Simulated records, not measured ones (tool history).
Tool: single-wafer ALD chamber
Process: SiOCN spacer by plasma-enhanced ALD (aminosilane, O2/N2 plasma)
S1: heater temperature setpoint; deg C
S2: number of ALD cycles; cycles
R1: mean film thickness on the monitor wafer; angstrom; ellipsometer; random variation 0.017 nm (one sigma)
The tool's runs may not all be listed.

{"run": 1, "hour": 0.0, "S1": 415, "S2": 45, "R1": 23.711}
{"run": 2, "hour": 2.0, "S1": 415, "S2": 49, "R1": 26.152}
{"run": 3, "hour": 6.5, "S1": 420, "S2": 49, "R1": 25.721}
{"run": 4, "hour": 11.7, "S1": 419, "S2": 49, "R1": 25.851}
{"run": 5, "hour": 13.1, "S1": 429, "S2": 49, "R1": 24.858}
{"run": 6, "hour": 16.9, "S1": 429, "S2": 52, "R1": 26.447}
{"run": 7, "hour": 23.6, "S1": 428, "S2": 52, "R1": 26.385}
{"run": 8, "hour": 27.5, "S1": 427, "S2": 52, "R1": 26.767}
{"run": 9, "hour": 33.1, "S1": 426, "S2": 52, "R1": 26.916}
{"run": 10, "hour": 34.7, "S1": 425, "S2": 52, "R1": 26.955}
{"run": 11, "hour": 36.1, "S1": 424, "S2": 52, "R1": 26.982}

The next listed run, before its measurement:
{"run": 12, "hour": 38.1, "S1": 423, "S2": 52, "R1": "?"}

R1: 27.197 angstrom
